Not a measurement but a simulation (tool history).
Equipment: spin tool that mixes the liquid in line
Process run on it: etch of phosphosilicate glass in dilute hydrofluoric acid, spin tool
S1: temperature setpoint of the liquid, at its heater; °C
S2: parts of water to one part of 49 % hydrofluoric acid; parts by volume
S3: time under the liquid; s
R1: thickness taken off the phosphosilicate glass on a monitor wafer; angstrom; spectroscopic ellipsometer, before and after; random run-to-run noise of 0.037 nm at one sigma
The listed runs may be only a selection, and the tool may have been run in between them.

{"run": 1, "hour": 0.0, "S1": 26.0, "S2": 190, "S3": 15, "R1": 75.004}
{"run": 2, "hour": 7.8, "S1": 26.0, "S2": 190, "S3": 15, "R1": 74.719}
{"run": 3, "hour": 9.0, "S1": 24.5, "S2": 190, "S3": 15, "R1": 69.659}
{"run": 4, "hour": 11.8, "S1": 24.5, "S2": 160, "S3": 15, "R1": 87.789}
{"run": 5, "hour": 18.2, "S1": 22.5, "S2": 165, "S3": 15, "R1": 77.306}
{"run": 6, "hour": 24.0, "S1": 21.0, "S2": 165, "S3": 15, "R1": 73.262}
{"run": 7, "hour": 29.4, "S1": 20.0, "S2": 165, "S3": 15, "R1": 69.742}
{"run": 8, "hour": 34.2, "S1": 19.5, "S2": 165, "S3": 15, "R1": 68.756}
{"run": 9, "hour": 39.5, "S1": 19.0, "S2": 165, "S3": 15, "R1": 67.145}

What does the tool deliver on the next run?
{"run": 10, "hour": 40.6, "S1": 18.5, "S2": 165, "S3": 15, "R1": "?"}

R1: 66.359 angstrom
